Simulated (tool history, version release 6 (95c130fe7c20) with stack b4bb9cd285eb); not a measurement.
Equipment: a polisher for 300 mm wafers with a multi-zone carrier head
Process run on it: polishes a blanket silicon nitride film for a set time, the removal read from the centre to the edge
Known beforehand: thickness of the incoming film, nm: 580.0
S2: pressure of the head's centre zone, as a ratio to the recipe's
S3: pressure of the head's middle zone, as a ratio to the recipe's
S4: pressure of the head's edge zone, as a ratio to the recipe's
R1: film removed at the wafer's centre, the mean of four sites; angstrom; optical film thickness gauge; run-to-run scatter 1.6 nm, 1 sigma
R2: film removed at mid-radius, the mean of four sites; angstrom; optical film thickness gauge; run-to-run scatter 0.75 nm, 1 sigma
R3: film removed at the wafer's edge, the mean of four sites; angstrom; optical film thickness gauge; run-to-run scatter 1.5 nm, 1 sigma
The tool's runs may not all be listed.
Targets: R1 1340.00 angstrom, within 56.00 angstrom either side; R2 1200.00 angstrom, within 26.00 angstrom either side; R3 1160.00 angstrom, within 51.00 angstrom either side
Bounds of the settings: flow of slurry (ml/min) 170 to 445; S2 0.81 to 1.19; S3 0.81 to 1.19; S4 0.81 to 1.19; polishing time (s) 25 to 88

run 1 hour=0.0 | flow_of_slurry_(ml/min)=285 S2=1.00 S3=1.00 S4=1.00 polishing_time_(s)=56 | R1=967.73 R2=962.47 R3=914.77
run 2 hour=8.4 | flow_of_slurry_(ml/min)=260 S2=1.00 S3=1.00 S4=1.00 polishing_time_(s)=56 | R1=947.52 R2=952.29 R3=916.59
run 3 hour=14.6 | flow_of_slurry_(ml/min)=260 S2=0.96 S3=1.00 S4=1.00 polishing_time_(s)=56 | R1=932.31 R2=945.93 R3=936.42
run 4 hour=17.0 | flow_of_slurry_(ml/min)=255 S2=1.00 S3=0.99 S4=1.01 polishing_time_(s)=59 | R1=1020.10 R2=991.61 R3=997.58
run 5 hour=23.1 | flow_of_slurry_(ml/min)=255 S2=1.00 S3=1.07 S4=1.01 polishing_time_(s)=59 | R1=992.96 R2=1071.40 R3=989.77
run 6 hour=30.1 | flow_of_slurry_(ml/min)=260 S2=1.04 S3=1.06 S4=1.03 polishing_time_(s)=61 | R1=1089.00 R2=1083.50 R3=1034.40
run 7 hour=33.0 | flow_of_slurry_(ml/min)=270 S2=1.07 S3=1.07 S4=1.05 polishing_time_(s)=62 | R1=1133.20 R2=1140.60 R3=1085.20
run 8 hour=33.9 | flow_of_slurry_(ml/min)=285 S2=1.10 S3=1.07 S4=1.06 polishing_time_(s)=62 | R1=1185.10 R2=1131.40 R3=1084.90

Which one of the following 5 next-run settings gets every result inside its allowed miss? There is exactly one.
run A hour=34.8 | flow_of_slurry_(ml/min)=295 S2=1.09 S3=0.98 S4=0.94 polishing_time_(s)=71 | R1=? R2=? R3=?
run B hour=34.8 | flow_of_slurry_(ml/min)=245 S2=0.97 S3=1.02 S4=1.07 polishing_time_(s)=67 | R1=? R2=? R3=?
run C hour=34.8 | flow_of_slurry_(ml/min)=275 S2=1.01 S3=1.06 S4=1.17 polishing_time_(s)=71 | R1=? R2=? R3=?
run D hour=34.8 | flow_of_slurry_(ml/min)=260 S2=1.07 S3=1.07 S4=1.08 polishing_time_(s)=66 | R1=? R2=? R3=?
run E hour=34.8 | flow_of_slurry_(ml/min)=255 S2=0.98 S3=1.10 S4=1.18 polishing_time_(s)=57 | R1=? R2=? R3=?

move=A R1=1345.10 R2=1196.30 R3=1182.90
move=B R1=1104.40 R2=1145.40 R3=1170.10
move=C R1=1236.70 R2=1269.60 R3=1309.60
move=D R1=1210.40 R2=1182.40 R3=1163.10
move=E R1=954.71 R2=1043.60 R3=1049.00
A: all results land within tolerance of their targets
B: moves away from the targets compared with the last run
C: moves away from the targets compared with the last run
D: an improvement on the last run, though not all results are within tolerance
E: moves away from the targets compared with the last run
Answer: A

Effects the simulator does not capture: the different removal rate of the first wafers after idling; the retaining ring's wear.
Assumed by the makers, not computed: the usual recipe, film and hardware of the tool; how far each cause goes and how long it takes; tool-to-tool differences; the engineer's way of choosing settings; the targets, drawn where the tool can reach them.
